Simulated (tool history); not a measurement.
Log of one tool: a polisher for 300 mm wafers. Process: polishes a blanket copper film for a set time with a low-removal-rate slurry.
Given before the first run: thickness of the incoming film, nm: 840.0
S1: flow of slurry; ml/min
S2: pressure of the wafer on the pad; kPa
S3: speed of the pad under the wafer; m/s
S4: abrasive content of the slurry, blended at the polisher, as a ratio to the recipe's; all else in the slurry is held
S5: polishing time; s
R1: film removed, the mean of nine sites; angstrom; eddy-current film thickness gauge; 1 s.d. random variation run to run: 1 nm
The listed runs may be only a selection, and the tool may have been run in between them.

run 1 hour=0 | S1=200 S2=17.2 S3=1.04 S4=1 S5=39 | R1=820.76
run 2 hour=2.7 | S1=200 S2=15.2 S3=1.04 S4=1 S5=39 | R1=715.55
run 3 hour=8.7 | S1=200 S2=15.2 S3=1.04 S4=1.1 S5=39 | R1=725.97
run 4 hour=12.8 | S1=200 S2=16.5 S3=1.04 S4=1.1 S5=39 | R1=794.23
run 5 hour=18.7 | S1=200 S2=16.5 S3=1.16 S4=1.1 S5=39 | R1=875.6
run 6 hour=26.8 | S1=205 S2=17.2 S3=1.16 S4=1.1 S5=39 | R1=910.39
run 7 hour=34.6 | S1=205 S2=17.9 S3=1.16 S4=1.1 S5=39 | R1=974.68

What will run 8 give?
run 8 hour=39.1 | S1=210 S2=18.6 S3=1.16 S4=1.1 S5=39 | R1=?

Run 8 came out at R1 990.41 angstrom.

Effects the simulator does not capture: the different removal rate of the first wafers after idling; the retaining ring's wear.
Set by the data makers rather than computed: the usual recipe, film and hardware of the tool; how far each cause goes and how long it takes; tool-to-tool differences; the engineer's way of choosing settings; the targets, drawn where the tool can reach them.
